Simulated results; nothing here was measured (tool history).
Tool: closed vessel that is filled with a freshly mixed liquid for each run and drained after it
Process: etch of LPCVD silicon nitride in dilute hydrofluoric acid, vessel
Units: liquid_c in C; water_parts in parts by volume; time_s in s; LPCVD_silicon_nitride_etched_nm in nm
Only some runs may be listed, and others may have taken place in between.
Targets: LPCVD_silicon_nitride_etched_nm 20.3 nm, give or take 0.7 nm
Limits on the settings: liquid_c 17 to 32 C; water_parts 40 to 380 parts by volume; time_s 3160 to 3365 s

| run | hour | liquid_c | water_parts | time_s | LPCVD_silicon_nitride_etched_nm |
|---|---|---|---|---|---|
| 1 | 0 | 24 | 210 | 3160 | 6.5914 |
| 2 | 4.1 | 24 | 210 | 3365 | 7.0802 |
| 3 | 11.8 | 25 | 190 | 3365 | 8.3025 |
| 4 | 15.5 | 25 | 215 | 3365 | 7.4535 |
| 5 | 18.3 | 26 | 195 | 3365 | 8.6091 |
| 6 | 19.2 | 27 | 175 | 3365 | 10.214 |
| 7 | 27 | 28 | 160 | 3365 | 12.16 |
| 8 | 29.7 | 28.5 | 155 | 3365 | 12.716 |
| 9 | 33.3 | 32 | 85 | 3365 | 28.614 |
| 10 | 41.8 | 31.5 | 85 | 3365 | 28.617 |
| 11 | 43.5 | 31 | 85 | 3365 | 26.963 |
| 12 | 47.4 | 30.5 | 85 | 3365 | 26.573 |
| 13 | 51 | 30 | 85 | 3365 | 25.879 |
| 14 | 53.7 | 26 | 90 | 3365 | 18.345 |

5 candidate next runs follow, results not yet known. Just one meets every target within its allowed miss. Identify it.
| A | 56.4 | 28 | 110 | 3310 | ? |
| B | 56.4 | 25 | 70 | 3300 | ? |
| C | 56.4 | 25 | 75 | 3310 | ? |
| D | 56.4 | 25 | 95 | 3270 | ? |
| E | 56.4 | 28 | 105 | 3335 | ? |

| move | LPCVD_silicon_nitride_etched_nm |
|---|---|
| A | 16.815 |
| B | 21.612 |
| C | 20.252 |
| D | 15.839 |
| E | 17.749 |
A: moves away from the targets compared with the last run
B: moves the result that the last run missed by most past its target, out the other side
C: all results land within tolerance of their targets
D: moves away from the targets compared with the last run
E: moves away from the targets compared with the last run
The move that meets every target is C.
